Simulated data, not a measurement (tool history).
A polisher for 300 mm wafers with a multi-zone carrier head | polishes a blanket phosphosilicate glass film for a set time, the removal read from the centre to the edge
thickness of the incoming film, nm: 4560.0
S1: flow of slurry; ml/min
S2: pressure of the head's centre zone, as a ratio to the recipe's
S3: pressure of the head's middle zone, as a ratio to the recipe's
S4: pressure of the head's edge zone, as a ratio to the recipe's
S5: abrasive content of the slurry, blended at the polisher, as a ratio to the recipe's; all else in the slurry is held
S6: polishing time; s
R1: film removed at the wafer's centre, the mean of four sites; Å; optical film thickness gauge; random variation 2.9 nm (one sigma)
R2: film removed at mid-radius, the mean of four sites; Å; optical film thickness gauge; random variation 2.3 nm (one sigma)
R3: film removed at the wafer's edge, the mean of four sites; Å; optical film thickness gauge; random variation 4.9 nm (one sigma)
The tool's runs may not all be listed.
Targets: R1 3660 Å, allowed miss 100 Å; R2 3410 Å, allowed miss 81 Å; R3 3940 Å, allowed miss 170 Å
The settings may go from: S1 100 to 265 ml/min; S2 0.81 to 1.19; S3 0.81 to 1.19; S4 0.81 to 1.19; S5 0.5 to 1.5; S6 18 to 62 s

run	hour	S1	S2	S3	S4	S5	S6	R1	R2	R3
1	0	170	1	1	1	1	40	3312.8	3322.4	3246.3
2	2	180	1	0.98	1.05	1.05	40	3373.2	3348.4	3404.1
3	7.1	185	1	0.96	1.09	1.1	40	3429.9	3309.2	3522.7
4	11.5	190	1	0.95	1.12	1.15	40	3462.4	3348.1	3593.5
5	14.6	190	1	0.95	1.04	1.15	40	3470.3	3380.6	3563.6
6	18	190	1	0.95	1.04	1.25	40	3626.6	3489.1	3608.7
7	20.7	190	0.99	0.93	1.07	1.3	40	3588.5	3412.8	3669.8
8	23.5	190	0.99	0.92	1.09	1.35	40	3623.6	3432.9	3675.3
9	24.6	170	0.95	0.83	1.19	1.5	41	3711.8	3251.3	3967.5

5 next moves are on the table. One of them brings every result within its allowed miss. Which?
A	25.7	180	0.92	0.83	1.06	1.25	44	?	?	?
B	25.7	170	1.13	0.96	1	1.5	38	?	?	?
C	25.7	195	1.01	0.81	1.15	1.45	41	?	?	?
D	25.7	205	1.01	0.87	1.1	1.5	38	?	?	?
E	25.7	105	0.94	0.84	1.19	1.45	48	?	?	?

move	R1	R2	R3
A	3600.8	3405.4	3961.8
B	3920.3	3465.1	3500.5
C	3875.1	3294.3	4029.3
D	3660.4	3295.4	3722.4
E	3609.7	3440.1	4319.8
A: meets every target
B: brings the result that was furthest off to its target, and leaves another outside
C: further off than the last run
D: nearer than the last run, and not there yet
E: brings the result that was furthest off to its target, and leaves another outside
Answer: A

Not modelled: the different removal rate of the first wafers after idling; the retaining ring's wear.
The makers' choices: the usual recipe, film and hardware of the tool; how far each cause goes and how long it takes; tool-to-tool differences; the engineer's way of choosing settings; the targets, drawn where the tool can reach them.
